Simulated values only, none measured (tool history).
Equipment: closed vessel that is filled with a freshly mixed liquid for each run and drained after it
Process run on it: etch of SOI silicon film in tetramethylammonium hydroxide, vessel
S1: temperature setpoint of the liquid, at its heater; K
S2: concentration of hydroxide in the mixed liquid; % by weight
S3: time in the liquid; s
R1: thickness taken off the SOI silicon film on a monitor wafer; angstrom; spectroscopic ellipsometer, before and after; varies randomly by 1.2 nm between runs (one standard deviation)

| run | hour | S1 | S2 | S3 | R1 |
|---|---|---|---|---|---|
| 1 | 0 | 338.15 | 15.5 | 90 | 3815.1 |
| 2 | 7.8 | 336.65 | 15.5 | 90 | 3499.8 |
| 3 | 15.8 | 336.65 | 15.5 | 100 | 3900.9 |
| 4 | 20.1 | 340.65 | 15.5 | 100 | 4919.7 |
| 5 | 23.6 | 337.65 | 15.5 | 100 | 4125.7 |
| 6 | 31.3 | 335.65 | 15.5 | 100 | 3635 |

Run 7 has not been measured yet. What should we expect?
| 7 | 35.9 | 334.15 | 15.5 | 100 | ? |

R1: 3339.6 angstrom

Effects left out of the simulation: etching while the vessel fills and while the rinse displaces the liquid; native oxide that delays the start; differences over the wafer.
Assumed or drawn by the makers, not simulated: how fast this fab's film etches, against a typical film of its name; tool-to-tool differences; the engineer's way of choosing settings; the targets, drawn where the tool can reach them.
